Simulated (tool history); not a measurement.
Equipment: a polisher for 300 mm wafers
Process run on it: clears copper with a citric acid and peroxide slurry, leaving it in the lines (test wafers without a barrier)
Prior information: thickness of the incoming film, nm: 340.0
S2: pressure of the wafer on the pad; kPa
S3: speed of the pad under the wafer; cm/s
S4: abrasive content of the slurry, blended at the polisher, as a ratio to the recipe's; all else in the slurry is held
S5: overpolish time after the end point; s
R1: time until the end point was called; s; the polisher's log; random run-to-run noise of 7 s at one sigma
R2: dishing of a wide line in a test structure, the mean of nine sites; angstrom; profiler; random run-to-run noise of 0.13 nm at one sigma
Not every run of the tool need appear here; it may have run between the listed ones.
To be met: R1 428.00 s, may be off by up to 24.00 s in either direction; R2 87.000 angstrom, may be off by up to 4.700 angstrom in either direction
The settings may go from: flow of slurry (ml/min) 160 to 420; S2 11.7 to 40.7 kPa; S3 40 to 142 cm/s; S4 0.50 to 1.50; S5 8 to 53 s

{"run": 1, "hour": 0.0, "flow of slurry (ml/min)": 270, "S2": 26.2, "S3": 90, "S4": 1.0, "S5": 27, "R1": 154.12, "R2": 155.01}
{"run": 2, "hour": 0.8, "flow of slurry (ml/min)": 260, "S2": 23.4, "S3": 82, "S4": 0.95, "S5": 23, "R1": 196.13, "R2": 145.98}
{"run": 3, "hour": 9.2, "flow of slurry (ml/min)": 270, "S2": 21.4, "S3": 74, "S4": 1.0, "S5": 20, "R1": 227.44, "R2": 129.98}
{"run": 4, "hour": 10.7, "flow of slurry (ml/min)": 270, "S2": 21.4, "S3": 74, "S4": 1.0, "S5": 13, "R1": 229.34, "R2": 104.21}
{"run": 5, "hour": 16.8, "flow of slurry (ml/min)": 270, "S2": 26.9, "S3": 74, "S4": 1.0, "S5": 13, "R1": 182.22, "R2": 118.02}
{"run": 6, "hour": 22.8, "flow of slurry (ml/min)": 270, "S2": 26.9, "S3": 74, "S4": 1.0, "S5": 8, "R1": 186.08, "R2": 88.971}
{"run": 7, "hour": 30.0, "flow of slurry (ml/min)": 260, "S2": 20.0, "S3": 48, "S4": 0.95, "S5": 12, "R1": 355.72, "R2": 74.201}
{"run": 8, "hour": 37.7, "flow of slurry (ml/min)": 265, "S2": 16.5, "S3": 46, "S4": 0.95, "S5": 25, "R1": 423.04, "R2": 109.13}

Pick the move, out of 4, that brings all results within their allowed miss; only one does.
{"run": "A", "hour": 45.4, "flow of slurry (ml/min)": 320, "S2": 18.6, "S3": 48, "S4": 1.0, "S5": 19, "R1": "?", "R2": "?"}
{"run": "B", "hour": 45.4, "flow of slurry (ml/min)": 215, "S2": 19.3, "S3": 40, "S4": 1.1, "S5": 21, "R1": "?", "R2": "?"}
{"run": "C", "hour": 45.4, "flow of slurry (ml/min)": 265, "S2": 19.3, "S3": 40, "S4": 1.0, "S5": 18, "R1": "?", "R2": "?"}
{"run": "D", "hour": 45.4, "flow of slurry (ml/min)": 320, "S2": 20.0, "S3": 42, "S4": 1.0, "S5": 20, "R1": "?", "R2": "?"}

move=A R1=361.30 R2=99.068
move=B R1=410.15 R2=97.651
move=C R1=408.79 R2=88.448
move=D R1=375.26 R2=100.070
A: closes in on the targets versus the last run, not all within tolerance yet
B: closes in on the targets versus the last run, not all within tolerance yet
C: every result lands within tolerance
D: closes in on the targets versus the last run, not all within tolerance yet
Move C is the one to make.
